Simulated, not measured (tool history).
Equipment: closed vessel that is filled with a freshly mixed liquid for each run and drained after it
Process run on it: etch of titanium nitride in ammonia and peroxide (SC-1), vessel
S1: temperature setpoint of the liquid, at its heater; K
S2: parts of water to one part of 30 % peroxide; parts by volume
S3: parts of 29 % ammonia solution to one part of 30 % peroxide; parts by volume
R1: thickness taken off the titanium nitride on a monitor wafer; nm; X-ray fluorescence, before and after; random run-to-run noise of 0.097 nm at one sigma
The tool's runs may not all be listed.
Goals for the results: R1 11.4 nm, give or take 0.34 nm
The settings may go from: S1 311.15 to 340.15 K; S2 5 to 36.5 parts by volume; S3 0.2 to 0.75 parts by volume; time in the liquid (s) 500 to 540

{"run": 1, "day": 0.0, "S1": 324.15, "S2": 20.5, "S3": 0.45, "time in the liquid (s)": 500, "R1": 36.307}
{"run": 2, "day": 0.379, "S1": 321.65, "S2": 22, "S3": 0.45, "time in the liquid (s)": 500, "R1": 29.457}
{"run": 3, "day": 0.483, "S1": 326.15, "S2": 22, "S3": 0.45, "time in the liquid (s)": 500, "R1": 39.894}
{"run": 4, "day": 0.8, "S1": 326.15, "S2": 22, "S3": 0.45, "time in the liquid (s)": 540, "R1": 43.131}
{"run": 5, "day": 1.042, "S1": 323.65, "S2": 24, "S3": 0.45, "time in the liquid (s)": 540, "R1": 35.259}
{"run": 6, "day": 1.117, "S1": 321.65, "S2": 26, "S3": 0.45, "time in the liquid (s)": 540, "R1": 29.213}
{"run": 7, "day": 1.271, "S1": 319.65, "S2": 27.5, "S3": 0.45, "time in the liquid (s)": 540, "R1": 24.099}
{"run": 8, "day": 1.571, "S1": 318.15, "S2": 28.5, "S3": 0.45, "time in the liquid (s)": 540, "R1": 21.386}
{"run": 9, "day": 1.825, "S1": 317.15, "S2": 29.5, "S3": 0.45, "time in the liquid (s)": 540, "R1": 19.937}
{"run": 10, "day": 1.925, "S1": 316.15, "S2": 30.5, "S3": 0.45, "time in the liquid (s)": 540, "R1": 17.765}

Which one of the following 4 next-run settings gets every result inside its allowed miss? There is exactly one.
{"run": "A", "day": 2.025, "S1": 312.15, "S2": 36.5, "S3": 0.5, "time in the liquid (s)": 500, "R1": "?"}
{"run": "B", "day": 2.025, "S1": 311.65, "S2": 33.5, "S3": 0.35, "time in the liquid (s)": 500, "R1": "?"}
{"run": "C", "day": 2.025, "S1": 312.15, "S2": 30.5, "S3": 0.5, "time in the liquid (s)": 500, "R1": "?"}
{"run": "D", "day": 2.025, "S1": 311.15, "S2": 34.5, "S3": 0.45, "time in the liquid (s)": 500, "R1": "?"}

move=A R1=11.307
move=B R1=10.683
move=C R1=12.535
move=D R1=10.62
A: all results land within tolerance of their targets
B: carries the result that was furthest off beyond its target, to the other side
C: nearer than the last run, and not there yet
D: carries the result that was furthest off beyond its target, to the other side
The right move is A.
